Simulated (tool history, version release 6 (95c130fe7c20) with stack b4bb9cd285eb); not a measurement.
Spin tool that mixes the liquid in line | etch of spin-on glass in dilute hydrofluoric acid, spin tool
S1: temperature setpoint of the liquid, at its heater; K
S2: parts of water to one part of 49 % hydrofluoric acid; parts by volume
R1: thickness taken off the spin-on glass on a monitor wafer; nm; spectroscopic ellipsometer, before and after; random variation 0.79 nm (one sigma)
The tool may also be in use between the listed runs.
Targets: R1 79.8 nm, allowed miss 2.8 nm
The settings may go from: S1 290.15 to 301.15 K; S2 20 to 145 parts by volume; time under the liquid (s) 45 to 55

{"run": 1, "hour": 0.0, "S1": 293.15, "S2": 80, "time under the liquid (s)": 55, "R1": 28.078}
{"run": 2, "hour": 5.4, "S1": 294.65, "S2": 80, "time under the liquid (s)": 55, "R1": 29.599}
{"run": 3, "hour": 10.1, "S1": 296.65, "S2": 80, "time under the liquid (s)": 55, "R1": 31.855}
{"run": 4, "hour": 17.1, "S1": 296.65, "S2": 105, "time under the liquid (s)": 55, "R1": 24.15}
{"run": 5, "hour": 25.1, "S1": 297.65, "S2": 85, "time under the liquid (s)": 55, "R1": 31.177}
{"run": 6, "hour": 33.9, "S1": 297.65, "S2": 70, "time under the liquid (s)": 55, "R1": 38.709}
{"hour": 39.8, "done": "thermometer replaced"}
{"run": 7, "hour": 39.8, "S1": 301.15, "S2": 40, "time under the liquid (s)": 55, "R1": 89.026}
{"run": 8, "hour": 45.8, "S1": 300.65, "S2": 40, "time under the liquid (s)": 55, "R1": 86.124}
{"run": 9, "hour": 48.1, "S1": 300.15, "S2": 40, "time under the liquid (s)": 55, "R1": 83.752}
{"run": 10, "hour": 53.9, "S1": 299.65, "S2": 40, "time under the liquid (s)": 55, "R1": 83.225}
{"run": 11, "hour": 62.3, "S1": 299.65, "S2": 40, "time under the liquid (s)": 55, "R1": 82.905}

4 next moves are on the table. One of them brings every result within its allowed miss. Which?
{"run": "A", "hour": 70.7, "S1": 300.15, "S2": 40, "time under the liquid (s)": 55, "R1": "?"}
{"run": "B", "hour": 70.7, "S1": 301.15, "S2": 40, "time under the liquid (s)": 55, "R1": "?"}
{"run": "C", "hour": 70.7, "S1": 298.65, "S2": 40, "time under the liquid (s)": 55, "R1": "?"}
{"run": "D", "hour": 70.7, "S1": 300.65, "S2": 40, "time under the liquid (s)": 55, "R1": "?"}

move=A R1=84.82
move=B R1=88.316
move=C R1=79.787
move=D R1=86.554
A: further off than the last run
B: further off than the last run
C: meets every target
D: further off than the last run
Answer: C
